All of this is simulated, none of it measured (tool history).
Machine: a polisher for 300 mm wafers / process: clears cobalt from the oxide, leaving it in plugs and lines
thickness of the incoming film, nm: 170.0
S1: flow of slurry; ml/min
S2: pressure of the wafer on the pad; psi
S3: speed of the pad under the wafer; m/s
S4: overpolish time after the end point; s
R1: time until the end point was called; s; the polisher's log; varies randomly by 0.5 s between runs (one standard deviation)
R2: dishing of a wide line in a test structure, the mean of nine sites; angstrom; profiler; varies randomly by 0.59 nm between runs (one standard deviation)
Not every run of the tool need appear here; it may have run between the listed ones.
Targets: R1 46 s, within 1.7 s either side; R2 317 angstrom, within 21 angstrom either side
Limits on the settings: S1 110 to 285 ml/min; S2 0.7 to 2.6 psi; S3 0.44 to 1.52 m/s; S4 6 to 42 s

| run | day | S1 | S2 | S3 | S4 | R1 | R2 |
|---|---|---|---|---|---|---|---|
| 1 | 0 | 180 | 1.6 | 0.98 | 21 | 39.572 | 411.25 |
| 2 | 0.083 | 225 | 1.6 | 0.98 | 21 | 39.049 | 410.75 |
| 3 | 0.3 | 225 | 1.8 | 0.98 | 21 | 35.555 | 435.88 |
| 4 | 0.462 | 225 | 1.8 | 0.98 | 26 | 35.622 | 476.66 |
| 5 | 0.792 | 225 | 1.8 | 0.98 | 30 | 34.89 | 479.17 |
| 6 | 1.092 | 225 | 1.8 | 0.98 | 25 | 34.799 | 455.55 |
| 7 | 1.162 | 225 | 1.7 | 0.98 | 19 | 37.633 | 421.17 |
| 8 | 1.338 | 200 | 1.6 | 0.98 | 15 | 38.255 | 347.38 |
| 9 | 1.383 | 200 | 1.5 | 0.98 | 15 | 41.517 | 336.49 |
| 10 | 1.417 | 200 | 1.4 | 0.98 | 15 | 42.584 | 331.45 |

5 next moves are on the table. One of them brings every result within its allowed miss. Which?
| A | 1.45 | 210 | 1.6 | 1 | 14 | ? | ? |
| B | 1.45 | 210 | 1.4 | 0.88 | 15 | ? | ? |
| C | 1.45 | 170 | 1.7 | 0.98 | 14 | ? | ? |
| D | 1.45 | 180 | 1.2 | 1.26 | 16 | ? | ? |
| E | 1.45 | 200 | 1.5 | 1 | 13 | ? | ? |

| move | R1 | R2 |
|---|---|---|
| A | 38.091 | 341.32 |
| B | 46.643 | 315.49 |
| C | 38.116 | 341.13 |
| D | 38.281 | 366.62 |
| E | 40.054 | 316.88 |
A: its largest miss is bigger than the last run's
B: every result within its allowed miss
C: its largest miss is bigger than the last run's
D: its largest miss is bigger than the last run's
E: its largest miss is bigger than the last run's
Move B is the one to make.
